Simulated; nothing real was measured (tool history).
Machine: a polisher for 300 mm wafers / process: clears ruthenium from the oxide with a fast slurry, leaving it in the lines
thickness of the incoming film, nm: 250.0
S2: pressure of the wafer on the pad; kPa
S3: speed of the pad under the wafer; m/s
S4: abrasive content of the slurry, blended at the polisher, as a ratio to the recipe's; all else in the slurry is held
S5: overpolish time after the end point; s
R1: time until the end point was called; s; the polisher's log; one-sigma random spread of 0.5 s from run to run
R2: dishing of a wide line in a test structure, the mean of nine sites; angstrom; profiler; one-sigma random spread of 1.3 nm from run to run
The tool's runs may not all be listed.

{"run": 1, "day": 0.0, "flow of slurry (ml/min)": 220, "S2": 20.7, "S3": 1.28, "S4": 1.0, "S5": 27, "R1": 38.282, "R2": 1034.3}
{"run": 2, "day": 0.304, "flow of slurry (ml/min)": 220, "S2": 20.0, "S3": 1.28, "S4": 1.0, "S5": 26, "R1": 39.566, "R2": 974.61}
{"run": 3, "day": 0.679, "flow of slurry (ml/min)": 185, "S2": 20.0, "S3": 1.28, "S4": 1.0, "S5": 26, "R1": 40.798, "R2": 950.33}
{"run": 4, "day": 0.758, "flow of slurry (ml/min)": 185, "S2": 20.0, "S3": 1.54, "S4": 1.0, "S5": 26, "R1": 33.53, "R2": 1087.1}
{"run": 5, "day": 1.042, "flow of slurry (ml/min)": 185, "S2": 19.3, "S3": 1.54, "S4": 1.0, "S5": 26, "R1": 35.174, "R2": 1058.4}
{"run": 6, "day": 1.154, "flow of slurry (ml/min)": 185, "S2": 18.6, "S3": 1.54, "S4": 1.0, "S5": 26, "R1": 35.886, "R2": 1078.1}
{"run": 7, "day": 1.333, "flow of slurry (ml/min)": 185, "S2": 17.9, "S3": 1.54, "S4": 1.0, "S5": 25, "R1": 37.125, "R2": 976.52}
{"run": 8, "day": 1.392, "flow of slurry (ml/min)": 185, "S2": 17.2, "S3": 1.54, "S4": 1.0, "S5": 25, "R1": 38.783, "R2": 972.44}

What does the tool deliver on the next run?
{"run": 9, "day": 1.538, "flow of slurry (ml/min)": 185, "S2": 12.4, "S3": 1.52, "S4": 1.0, "S5": 21, "R1": "?", "R2": "?"}

R1: 48.625 s
R2: 703.22 angstrom
